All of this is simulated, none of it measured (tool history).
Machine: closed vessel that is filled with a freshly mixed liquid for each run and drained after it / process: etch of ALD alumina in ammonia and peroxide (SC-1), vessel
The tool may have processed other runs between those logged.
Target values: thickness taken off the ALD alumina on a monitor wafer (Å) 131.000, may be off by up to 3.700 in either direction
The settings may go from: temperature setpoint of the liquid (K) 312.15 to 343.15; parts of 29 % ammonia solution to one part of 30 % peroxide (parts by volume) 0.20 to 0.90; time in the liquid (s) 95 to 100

run  hour  temperature setpoint of the liquid (K)  parts of 29 % ammonia solution to one part of 30 % peroxide (parts by volume)  time in the liquid (s)  thickness taken off the ALD alumina on a monitor wafer (Å)
  1   0.0                                  328.15                                                                           0.50                      95                                                      72.202
  2   2.9                                  331.15                                                                           0.50                      95                                                      84.705
  3   4.3                                  333.15                                                                           0.50                      95                                                      92.869
  4   8.5                                  333.15                                                                           0.50                     100                                                      98.624
  5  13.4                                  333.15                                                                           0.50                     100                                                      98.113
  6  21.9                                  333.15                                                                           0.35                     100                                                      95.531
  7  24.3                                  334.65                                                                           0.35                     100                                                     103.230
  8  27.5                                  334.65                                                                           0.35                     100                                                     104.270

Exercise: of the 4 proposed moves below, exactly one satisfies all targets within the stated allowed misses. Which move is it?
  A  30.7                                  338.15                                                                           0.35                     100                                                           ?
  B  30.7                                  338.65                                                                           0.25                     100                                                           ?
  C  30.7                                  339.65                                                                           0.30                     100                                                           ?
  D  30.7                                  338.65                                                                           0.55                      95                                                           ?

move  thickness taken off the ALD alumina on a monitor wafer (Å)
   A                                                     122.340
   B                                                     121.480
   C                                                     129.850
   D                                                     124.340
A: gains on the last run, yet a result remains outside its allowed miss
B: gains on the last run, yet a result remains outside its allowed miss
C: hits every target within its allowed miss
D: gains on the last run, yet a result remains outside its allowed miss
The right move is C.

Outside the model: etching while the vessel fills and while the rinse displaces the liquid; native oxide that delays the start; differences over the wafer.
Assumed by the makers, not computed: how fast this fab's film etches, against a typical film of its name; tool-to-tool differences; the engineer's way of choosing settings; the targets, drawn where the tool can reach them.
